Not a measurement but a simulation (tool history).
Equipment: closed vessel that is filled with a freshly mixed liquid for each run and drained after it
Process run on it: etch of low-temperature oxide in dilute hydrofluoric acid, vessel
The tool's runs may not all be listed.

run	day	temperature setpoint of the liquid (°C)	parts of water to one part of 49 % hydrofluoric acid (parts by volume)	time in the liquid (s)	thickness taken off the low-temperature oxide on a monitor wafer (Å)
1	0.000	22.0	190	370	241.00
2	0.204	24.0	190	370	261.54
3	0.258	24.0	255	370	182.35
4	0.338	24.5	250	370	189.42
5	0.404	24.5	285	370	159.30
6	0.588	25.0	280	370	168.26
7	0.771	25.5	275	370	174.98
8	1.012	26.0	270	370	180.80
9	1.075	26.5	265	370	189.85
10	1.129	26.5	265	370	189.75

Run 11 comes next. What will it give?
11	1.412	27.0	260	370	?

Run 11 yielded thickness taken off the low-temperature oxide on a monitor wafer (Å) 196.26.
